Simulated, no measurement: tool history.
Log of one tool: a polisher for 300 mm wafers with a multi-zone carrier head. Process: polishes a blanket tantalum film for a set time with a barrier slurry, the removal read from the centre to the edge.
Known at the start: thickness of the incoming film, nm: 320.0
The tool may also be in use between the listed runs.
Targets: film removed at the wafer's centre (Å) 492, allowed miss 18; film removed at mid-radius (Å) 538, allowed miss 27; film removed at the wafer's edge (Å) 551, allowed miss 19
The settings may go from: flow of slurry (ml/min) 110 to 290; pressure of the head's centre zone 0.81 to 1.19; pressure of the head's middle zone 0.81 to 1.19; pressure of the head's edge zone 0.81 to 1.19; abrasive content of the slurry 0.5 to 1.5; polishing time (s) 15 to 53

| run | hour | flow of slurry (ml/min) | pressure of the head's centre zone | pressure of the head's middle zone | pressure of the head's edge zone | abrasive content of the slurry | polishing time (s) | film removed at the wafer's centre (Å) | film removed at mid-radius (Å) | film removed at the wafer's edge (Å) |
|---|---|---|---|---|---|---|---|---|---|---|
| 1 | 0 | 185 | 1 | 1 | 1 | 1 | 34 | 569.1 | 564.55 | 548.79 |
| 2 | 7.9 | 185 | 1 | 1 | 1 | 1 | 27 | 445.66 | 431.37 | 433.32 |
| 3 | 12.9 | 185 | 1 | 1 | 1.04 | 1 | 27 | 447 | 433.12 | 438.95 |
| 4 | 19.5 | 230 | 1 | 1 | 1.04 | 1 | 27 | 459.98 | 441.95 | 443.34 |
| 5 | 26.5 | 225 | 0.98 | 1 | 1.05 | 1.1 | 27 | 466.74 | 451.09 | 463.66 |
| 6 | 33.1 | 220 | 0.96 | 1.02 | 1.06 | 1.15 | 27 | 458.7 | 481 | 469.72 |
| 7 | 38.5 | 245 | 0.93 | 0.98 | 1.16 | 1.4 | 28 | 504.99 | 501.68 | 542.44 |
| 8 | 39.2 | 245 | 0.92 | 0.99 | 1.16 | 1.4 | 28 | 497.87 | 513.7 | 535.24 |
| 9 | 45.6 | 245 | 0.91 | 0.99 | 1.16 | 1.4 | 28 | 488.91 | 502.84 | 533.62 |
| 10 | 50 | 245 | 0.91 | 1 | 1.16 | 1.4 | 28 | 483.64 | 503.94 | 538.19 |

5 next moves are on the table. One of them brings every result within its allowed miss. Which?
| A | 54.4 | 170 | 0.91 | 0.88 | 1.11 | 1.45 | 31 | ? | ? | ? |
| B | 54.4 | 215 | 0.9 | 1.02 | 1.12 | 1.35 | 30 | ? | ? | ? |
| C | 54.4 | 220 | 0.84 | 1.08 | 1.1 | 1.35 | 29 | ? | ? | ? |
| D | 54.4 | 220 | 0.98 | 0.86 | 1.16 | 1.15 | 30 | ? | ? | ? |
| E | 54.4 | 230 | 0.96 | 0.99 | 1.12 | 1.35 | 27 | ? | ? | ? |

| move | film removed at the wafer's centre (Å) | film removed at mid-radius (Å) | film removed at the wafer's edge (Å) |
|---|---|---|---|
| A | 519.66 | 478.17 | 577.03 |
| B | 508.67 | 532.83 | 564.74 |
| C | 460.36 | 542.51 | 541.69 |
| D | 533.65 | 444.99 | 554.82 |
| E | 493.12 | 471.42 | 511.68 |
A: further off than the last run
B: meets every target
C: brings the result that was furthest off to its target, and leaves another outside
D: further off than the last run
E: further off than the last run
Answer: B
